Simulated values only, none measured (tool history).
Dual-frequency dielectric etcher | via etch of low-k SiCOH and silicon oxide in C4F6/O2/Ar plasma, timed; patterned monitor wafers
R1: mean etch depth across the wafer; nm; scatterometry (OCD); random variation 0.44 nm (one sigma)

{"run": 1, "hour": 0.0, "source power (kW)": 0.26, "bias power (kW)": 0.216, "etch time (s)": 56, "R1": 135.14}
{"run": 2, "hour": 8.4, "source power (kW)": 0.26, "bias power (kW)": 0.183, "etch time (s)": 56, "R1": 130.86}
{"run": 3, "hour": 16.3, "source power (kW)": 0.24, "bias power (kW)": 0.183, "etch time (s)": 56, "R1": 127.18}
{"run": 4, "hour": 25.3, "source power (kW)": 0.24, "bias power (kW)": 0.183, "etch time (s)": 56, "R1": 126.31}
{"run": 5, "hour": 28.7, "source power (kW)": 0.25, "bias power (kW)": 0.183, "etch time (s)": 56, "R1": 128.02}
{"run": 6, "hour": 32.3, "source power (kW)": 0.25, "bias power (kW)": 0.167, "etch time (s)": 56, "R1": 126.1}

Run 7 comes next. What will it give?
{"run": 7, "hour": 40.3, "source power (kW)": 0.3, "bias power (kW)": 0.176, "etch time (s)": 56, "R1": "?"}

Run 7 gave R1 137.02 nm.
